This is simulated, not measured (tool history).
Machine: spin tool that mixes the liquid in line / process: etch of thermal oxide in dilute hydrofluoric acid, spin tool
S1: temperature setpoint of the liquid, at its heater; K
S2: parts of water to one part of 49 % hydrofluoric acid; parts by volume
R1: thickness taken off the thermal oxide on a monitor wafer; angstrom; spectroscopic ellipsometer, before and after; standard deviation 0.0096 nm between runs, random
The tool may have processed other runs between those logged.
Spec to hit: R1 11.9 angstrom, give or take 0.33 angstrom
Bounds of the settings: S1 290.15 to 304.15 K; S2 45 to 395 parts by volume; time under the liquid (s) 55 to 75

Run 1, hour 0: S1 296.15 K, S2 220 parts by volume, time under the liquid (s) 75. Result: R1 15.004 angstrom.
Run 2, hour 8.4: S1 294.65 K, S2 220 parts by volume, time under the liquid (s) 75. Result: R1 13.969 angstrom.
Run 3, hour 15.3: S1 293.65 K, S2 220 parts by volume, time under the liquid (s) 75. Result: R1 13.51 angstrom.
Run 4, hour 21.5: S1 293.65 K, S2 285 parts by volume, time under the liquid (s) 75. Result: R1 9.7129 angstrom.
Run 5, hour 26.2: S1 296.65 K, S2 285 parts by volume, time under the liquid (s) 75. Result: R1 10.752 angstrom.
Run 6, hour 34.8: S1 297.15 K, S2 285 parts by volume, time under the liquid (s) 75. Result: R1 10.929 angstrom.
Run 7, hour 42.4: S1 297.65 K, S2 285 parts by volume, time under the liquid (s) 75. Result: R1 11.203 angstrom.
Run 8, hour 48: S1 297.65 K, S2 285 parts by volume, time under the liquid (s) 75. Result: R1 11.333 angstrom.
Run 9, hour 56.9: S1 298.15 K, S2 285 parts by volume, time under the liquid (s) 75. Result: R1 11.319 angstrom.
At hour 63.7: thermometer replaced.
Run 10, hour 63.7: S1 298.65 K, S2 285 parts by volume, time under the liquid (s) 75. Result: R1 10.994 angstrom.
Run 11, hour 70.3: S1 301.65 K, S2 280 parts by volume, time under the liquid (s) 75. Result: R1 12.553 angstrom.

Of the 5 settings listed for the next run, only one would bring every result within its allowed miss of target. Which one?
Run A, hour 76.9: S1 300.15 K, S2 295 parts by volume, time under the liquid (s) 75. Result: R1 ?.
Run B, hour 76.9: S1 303.65 K, S2 315 parts by volume, time under the liquid (s) 75. Result: R1 ?.
Run C, hour 76.9: S1 303.65 K, S2 240 parts by volume, time under the liquid (s) 55. Result: R1 ?.
Run D, hour 76.9: S1 302.15 K, S2 315 parts by volume, time under the liquid (s) 75. Result: R1 ?.
Run E, hour 76.9: S1 302.15 K, S2 245 parts by volume, time under the liquid (s) 55. Result: R1 ?.

move      R1
   A  11.142
   B  11.449
   C      12
   D  10.913
   E  11.113
A: takes the biggest miss from the last run beyond its target
B: takes the biggest miss from the last run beyond its target
C: all results land within tolerance of their targets
D: takes the biggest miss from the last run beyond its target
E: takes the biggest miss from the last run beyond its target
C meets every target.

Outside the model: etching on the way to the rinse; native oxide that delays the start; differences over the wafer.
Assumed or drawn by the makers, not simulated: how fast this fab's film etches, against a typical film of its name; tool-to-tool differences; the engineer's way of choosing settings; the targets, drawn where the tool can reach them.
